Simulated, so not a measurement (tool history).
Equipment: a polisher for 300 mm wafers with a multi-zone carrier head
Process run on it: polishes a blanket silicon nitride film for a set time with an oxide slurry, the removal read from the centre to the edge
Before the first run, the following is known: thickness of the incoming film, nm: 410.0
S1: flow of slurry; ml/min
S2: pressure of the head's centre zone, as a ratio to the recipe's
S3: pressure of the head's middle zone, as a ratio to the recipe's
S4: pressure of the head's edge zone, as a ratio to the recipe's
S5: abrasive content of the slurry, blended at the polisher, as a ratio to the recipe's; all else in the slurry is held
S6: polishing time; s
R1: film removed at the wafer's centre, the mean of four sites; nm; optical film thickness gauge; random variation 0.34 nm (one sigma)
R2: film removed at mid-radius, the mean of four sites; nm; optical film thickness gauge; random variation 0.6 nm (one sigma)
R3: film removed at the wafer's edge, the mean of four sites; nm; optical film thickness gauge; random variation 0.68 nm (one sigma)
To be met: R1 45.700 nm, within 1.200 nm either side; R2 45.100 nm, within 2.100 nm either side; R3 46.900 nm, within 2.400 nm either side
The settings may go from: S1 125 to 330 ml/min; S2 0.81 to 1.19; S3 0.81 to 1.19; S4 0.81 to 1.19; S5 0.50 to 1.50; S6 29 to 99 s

| run | hour | S1 | S2 | S3 | S4 | S5 | S6 | R1 | R2 | R3 |
|---|---|---|---|---|---|---|---|---|---|---|
| 1 | 0.0 | 210 | 1.00 | 1.00 | 1.00 | 1.00 | 64 | 53.531 | 52.521 | 52.180 |
| 2 | 2.8 | 210 | 1.07 | 1.00 | 1.00 | 1.00 | 64 | 56.989 | 52.071 | 53.377 |
| 3 | 10.8 | 200 | 1.04 | 0.98 | 0.99 | 1.00 | 64 | 54.778 | 51.768 | 53.206 |
| 4 | 14.8 | 200 | 1.04 | 0.98 | 0.93 | 1.00 | 64 | 54.821 | 50.442 | 51.400 |
| 5 | 15.4 | 245 | 1.04 | 0.98 | 0.93 | 1.00 | 64 | 56.381 | 52.810 | 52.431 |
| 6 | 21.1 | 245 | 1.10 | 0.98 | 0.93 | 1.00 | 64 | 59.857 | 51.494 | 51.667 |
| 7 | 29.5 | 245 | 1.10 | 0.98 | 0.93 | 1.00 | 64 | 59.629 | 51.673 | 53.227 |
| 8 | 30.5 | 235 | 1.06 | 0.96 | 0.92 | 0.95 | 64 | 55.811 | 50.058 | 51.680 |
| 9 | 38.4 | 225 | 1.04 | 0.95 | 0.91 | 0.90 | 64 | 53.326 | 49.804 | 49.218 |
| 10 | 44.5 | 215 | 1.02 | 0.93 | 0.91 | 0.90 | 64 | 51.633 | 46.435 | 48.685 |
| 11 | 46.4 | 205 | 1.00 | 0.93 | 0.91 | 0.90 | 64 | 51.004 | 47.347 | 49.852 |
| 12 | 54.8 | 200 | 0.99 | 0.93 | 0.90 | 0.90 | 64 | 49.835 | 47.046 | 49.953 |
| 13 | 57.0 | 200 | 0.98 | 0.93 | 0.90 | 0.85 | 64 | 48.638 | 45.547 | 47.251 |
| 14 | 59.6 | 195 | 0.97 | 0.93 | 0.90 | 0.85 | 64 | 47.381 | 44.918 | 46.462 |

Which of these 4 next moves meets every target?
| A | 62.2 | 265 | 1.01 | 0.97 | 0.92 | 1.00 | 56 | ? | ? | ? |
| B | 62.2 | 220 | 0.94 | 0.94 | 0.91 | 0.90 | 61 | ? | ? | ? |
| C | 62.2 | 160 | 1.02 | 1.00 | 0.97 | 0.75 | 68 | ? | ? | ? |
| D | 62.2 | 205 | 1.08 | 0.88 | 0.90 | 1.00 | 57 | ? | ? | ? |

| move | R1 | R2 | R3 |
|---|---|---|---|
| A | 48.399 | 45.965 | 45.916 |
| B | 45.697 | 45.589 | 46.816 |
| C | 48.289 | 46.931 | 47.324 |
| D | 50.946 | 41.879 | 45.415 |
A: misses by more than the last run did
B: all results in spec
C: misses by more than the last run did
D: misses by more than the last run did
So the answer is move B, the one that meets all the targets.
